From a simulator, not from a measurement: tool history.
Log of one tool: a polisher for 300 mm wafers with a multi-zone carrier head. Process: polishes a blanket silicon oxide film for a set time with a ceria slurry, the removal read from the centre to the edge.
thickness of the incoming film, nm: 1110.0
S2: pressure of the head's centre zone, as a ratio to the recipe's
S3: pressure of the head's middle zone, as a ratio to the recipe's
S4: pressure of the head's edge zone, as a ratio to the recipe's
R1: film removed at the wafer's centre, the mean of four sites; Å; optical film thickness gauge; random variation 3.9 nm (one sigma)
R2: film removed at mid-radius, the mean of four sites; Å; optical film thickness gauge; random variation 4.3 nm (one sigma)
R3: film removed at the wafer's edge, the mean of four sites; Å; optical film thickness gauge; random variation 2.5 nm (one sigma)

run 1 hour=0.0 | flow_of_slurry_(ml/min)=310 S2=1.00 S3=1.00 S4=1.00 polishing_time_(s)=81 | R1=2454.3 R2=2418.9 R3=2410.5
run 2 hour=3.2 | flow_of_slurry_(ml/min)=270 S2=1.00 S3=1.00 S4=1.00 polishing_time_(s)=81 | R1=2347.3 R2=2399.7 R3=2425.4
run 3 hour=11.2 | flow_of_slurry_(ml/min)=270 S2=1.00 S3=1.00 S4=1.00 polishing_time_(s)=90 | R1=2596.7 R2=2621.2 R3=2688.0
run 4 hour=18.0 | flow_of_slurry_(ml/min)=270 S2=1.00 S3=1.06 S4=1.00 polishing_time_(s)=90 | R1=2614.5 R2=2822.0 R3=2656.3
run 5 hour=23.1 | flow_of_slurry_(ml/min)=290 S2=1.03 S3=1.08 S4=1.02 polishing_time_(s)=92 | R1=2791.2 R2=2932.5 R3=2769.7
run 6 hour=30.4 | flow_of_slurry_(ml/min)=310 S2=1.06 S3=1.10 S4=1.03 polishing_time_(s)=93 | R1=2989.8 R2=3071.7 R3=2827.8
run 7 hour=37.0 | flow_of_slurry_(ml/min)=330 S2=1.08 S3=1.11 S4=1.05 polishing_time_(s)=94 | R1=2991.9 R2=3102.6 R3=2860.2

Run 8 comes next. What will it give?
run 8 hour=44.5 | flow_of_slurry_(ml/min)=330 S2=1.10 S3=1.12 S4=1.05 polishing_time_(s)=96 | R1=? R2=? R3=?

Run 8 gave R1 3143.8 Å, R2 3205.7 Å, R3 2944.0 Å.
